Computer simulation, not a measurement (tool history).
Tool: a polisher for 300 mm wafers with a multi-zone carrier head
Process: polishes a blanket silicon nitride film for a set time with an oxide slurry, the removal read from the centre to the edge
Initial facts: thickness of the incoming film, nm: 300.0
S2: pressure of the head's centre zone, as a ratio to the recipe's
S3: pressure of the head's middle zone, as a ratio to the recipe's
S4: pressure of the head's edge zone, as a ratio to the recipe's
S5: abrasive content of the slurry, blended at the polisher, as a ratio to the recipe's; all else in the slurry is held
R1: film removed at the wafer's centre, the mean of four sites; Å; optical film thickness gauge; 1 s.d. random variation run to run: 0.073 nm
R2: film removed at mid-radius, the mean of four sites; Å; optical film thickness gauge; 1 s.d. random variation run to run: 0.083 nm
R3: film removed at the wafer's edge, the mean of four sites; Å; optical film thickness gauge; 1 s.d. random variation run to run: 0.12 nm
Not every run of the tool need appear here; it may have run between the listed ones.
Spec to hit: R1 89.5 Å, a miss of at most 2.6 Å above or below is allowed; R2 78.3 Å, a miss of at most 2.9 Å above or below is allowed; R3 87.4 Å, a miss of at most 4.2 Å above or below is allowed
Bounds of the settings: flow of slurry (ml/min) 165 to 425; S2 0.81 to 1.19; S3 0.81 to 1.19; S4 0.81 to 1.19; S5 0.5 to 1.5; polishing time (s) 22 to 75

run 1 day=0 | flow_of_slurry_(ml/min)=275 S2=1 S3=1 S4=1 S5=1 polishing_time_(s)=48 | R1=206.94 R2=199.6 R3=208.95
run 2 day=0.208 | flow_of_slurry_(ml/min)=260 S2=0.99 S3=0.96 S4=0.96 S5=0.85 polishing_time_(s)=41 | R1=164.14 R2=151.65 R3=158.47
run 3 day=0.279 | flow_of_slurry_(ml/min)=250 S2=0.96 S3=0.92 S4=0.95 S5=0.75 polishing_time_(s)=37 | R1=131.35 R2=123.86 R3=138
run 4 day=0.388 | flow_of_slurry_(ml/min)=250 S2=0.96 S3=0.92 S4=0.95 S5=0.75 polishing_time_(s)=46 | R1=166.33 R2=157.88 R3=164.51
run 5 day=0.667 | flow_of_slurry_(ml/min)=250 S2=0.96 S3=0.92 S4=0.87 S5=0.75 polishing_time_(s)=46 | R1=166.28 R2=158.49 R3=159.79
run 6 day=1.021 | flow_of_slurry_(ml/min)=245 S2=0.96 S3=0.9 S4=0.86 S5=0.7 polishing_time_(s)=40 | R1=139.08 R2=128.91 R3=136.04
run 7 day=1.138 | flow_of_slurry_(ml/min)=250 S2=0.98 S3=0.87 S4=0.81 S5=0.5 polishing_time_(s)=26 | R1=74.456 R2=65.689 R3=68.052
run 8 day=1.438 | flow_of_slurry_(ml/min)=250 S2=1.05 S3=0.95 S4=0.91 S5=0.55 polishing_time_(s)=24 | R1=78.253 R2=69.167 R3=72.883
run 9 day=1.642 | flow_of_slurry_(ml/min)=250 S2=1.06 S3=0.96 S4=0.95 S5=0.6 polishing_time_(s)=24 | R1=82.112 R2=74.558 R3=77.411
run 10 day=1.75 | flow_of_slurry_(ml/min)=255 S2=1.07 S3=0.95 S4=0.98 S5=0.6 polishing_time_(s)=24 | R1=83.06 R2=73.003 R3=77.642
run 11 day=2.046 | flow_of_slurry_(ml/min)=255 S2=1.07 S3=0.95 S4=0.98 S5=0.6 polishing_time_(s)=24 | R1=85.217 R2=72.285 R3=77.49
run 12 day=2.379 | flow_of_slurry_(ml/min)=260 S2=1.06 S3=0.95 S4=1 S5=0.6 polishing_time_(s)=24 | R1=82.929 R2=74.868 R3=77.644
run 13 day=2.433 | flow_of_slurry_(ml/min)=255 S2=1.1 S3=0.86 S4=1.1 S5=0.75 polishing_time_(s)=24 | R1=97.457 R2=76.481 R3=93.108
run 14 day=2.517 | flow_of_slurry_(ml/min)=250 S2=1.09 S3=0.88 S4=1.09 S5=0.75 polishing_time_(s)=24 | R1=97.843 R2=77.515 R3=90.57
run 15 day=2.579 | flow_of_slurry_(ml/min)=250 S2=1.07 S3=0.89 S4=1.09 S5=0.75 polishing_time_(s)=24 | R1=93.932 R2=79.183 R3=91.741
run 16 day=2.738 | flow_of_slurry_(ml/min)=245 S2=1.07 S3=0.9 S4=1.09 S5=0.75 polishing_time_(s)=24 | R1=94.643 R2=79.963 R3=93.223
run 17 day=2.958 | flow_of_slurry_(ml/min)=245 S2=1.07 S3=0.91 S4=1.08 S5=0.75 polishing_time_(s)=24 | R1=94.311 R2=80.208 R3=90.561

Of the 4 settings listed for the next run, only one would bring every result within its allowed miss of target. Which one?
run A day=3.179 | flow_of_slurry_(ml/min)=270 S2=1.1 S3=0.9 S4=1.12 S5=0.55 polishing_time_(s)=28 | R1=? R2=? R3=?
run B day=3.179 | flow_of_slurry_(ml/min)=275 S2=1.15 S3=0.89 S4=1 S5=0.7 polishing_time_(s)=25 | R1=? R2=? R3=?
run C day=3.179 | flow_of_slurry_(ml/min)=225 S2=1.03 S3=0.94 S4=1.07 S5=0.75 polishing_time_(s)=25 | R1=? R2=? R3=?
run D day=3.179 | flow_of_slurry_(ml/min)=315 S2=1.07 S3=0.95 S4=1.12 S5=0.7 polishing_time_(s)=23 | R1=? R2=? R3=?

move=A R1=95.685 R2=78.672 R3=91.565
move=B R1=102.71 R2=80.351 R3=89.195
move=C R1=93.8 R2=85.081 R3=93.803
move=D R1=90.004 R2=79.216 R3=87.71
A: further off than the last run
B: further off than the last run
C: further off than the last run
D: all results land within tolerance of their targets
Go with D: it meets all targets.
